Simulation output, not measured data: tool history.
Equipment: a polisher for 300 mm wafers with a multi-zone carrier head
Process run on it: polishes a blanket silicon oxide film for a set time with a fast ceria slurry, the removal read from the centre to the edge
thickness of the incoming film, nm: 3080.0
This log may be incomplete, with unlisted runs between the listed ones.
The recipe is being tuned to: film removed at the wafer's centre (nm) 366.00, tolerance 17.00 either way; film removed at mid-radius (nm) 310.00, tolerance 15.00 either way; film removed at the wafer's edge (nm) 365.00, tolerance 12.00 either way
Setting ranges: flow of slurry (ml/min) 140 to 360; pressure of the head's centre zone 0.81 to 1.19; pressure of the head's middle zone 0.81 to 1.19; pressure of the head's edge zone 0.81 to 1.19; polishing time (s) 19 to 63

| run | hour | flow of slurry (ml/min) | pressure of the head's centre zone | pressure of the head's middle zone | pressure of the head's edge zone | polishing time (s) | film removed at the wafer's centre (nm) | film removed at mid-radius (nm) | film removed at the wafer's edge (nm) |
|---|---|---|---|---|---|---|---|---|---|
| 1 | 0.0 | 230 | 1.00 | 1.00 | 1.00 | 41 | 389.66 | 389.41 | 421.24 |
| 2 | 8.5 | 230 | 1.00 | 1.07 | 1.00 | 41 | 392.49 | 420.17 | 411.94 |
| 3 | 16.7 | 260 | 1.00 | 1.07 | 1.00 | 41 | 396.72 | 421.54 | 418.54 |
| 4 | 23.8 | 260 | 1.00 | 1.12 | 1.00 | 41 | 392.90 | 437.25 | 416.02 |
| 5 | 31.2 | 260 | 1.01 | 1.05 | 0.98 | 39 | 382.85 | 399.31 | 387.19 |
| 6 | 39.7 | 260 | 1.01 | 1.05 | 0.98 | 35 | 334.26 | 353.20 | 354.24 |
| 7 | 45.5 | 260 | 1.03 | 1.01 | 0.99 | 35 | 346.86 | 341.45 | 351.46 |
| 8 | 46.7 | 260 | 1.03 | 1.01 | 0.99 | 35 | 350.79 | 343.09 | 355.36 |
|  | 50.6 | edge zone pressure recalibrated |
| 9 | 50.6 | 260 | 1.04 | 0.98 | 1.00 | 35 | 353.72 | 324.69 | 342.23 |
| 10 | 53.0 | 255 | 1.03 | 0.96 | 1.01 | 36 | 357.13 | 324.89 | 355.18 |
| 11 | 60.5 | 250 | 1.03 | 0.95 | 1.02 | 36 | 366.05 | 334.98 | 353.96 |
| 12 | 61.0 | 250 | 1.03 | 0.95 | 1.02 | 36 | 352.14 | 339.28 | 350.21 |
| 13 | 61.7 | 245 | 1.03 | 0.93 | 0.99 | 36 | 353.83 | 326.44 | 355.84 |
| 14 | 65.4 | 245 | 1.03 | 0.93 | 0.99 | 36 | 355.83 | 328.40 | 346.03 |

Exercise: of the 4 proposed moves below, exactly one satisfies all targets within the stated allowed misses. Which move is it?
| A | 69.1 | 240 | 1.08 | 0.90 | 1.15 | 35 | ? | ? | ? |
| B | 69.1 | 255 | 0.96 | 0.93 | 1.03 | 35 | ? | ? | ? |
| C | 69.1 | 275 | 1.13 | 0.95 | 1.03 | 32 | ? | ? | ? |
| D | 69.1 | 250 | 1.01 | 0.90 | 0.97 | 38 | ? | ? | ? |

| move | film removed at the wafer's centre (nm) | film removed at mid-radius (nm) | film removed at the wafer's edge (nm) |
|---|---|---|---|
| A | 362.03 | 303.54 | 365.94 |
| B | 323.20 | 313.60 | 347.23 |
| C | 350.44 | 293.23 | 318.71 |
| D | 368.65 | 330.77 | 365.96 |
A: all results in spec
B: lands further from the targets than the last run did
C: lands further from the targets than the last run did
D: the furthest-off result lands on target, but another misses its tolerance
Correct choice: A, which meets every target
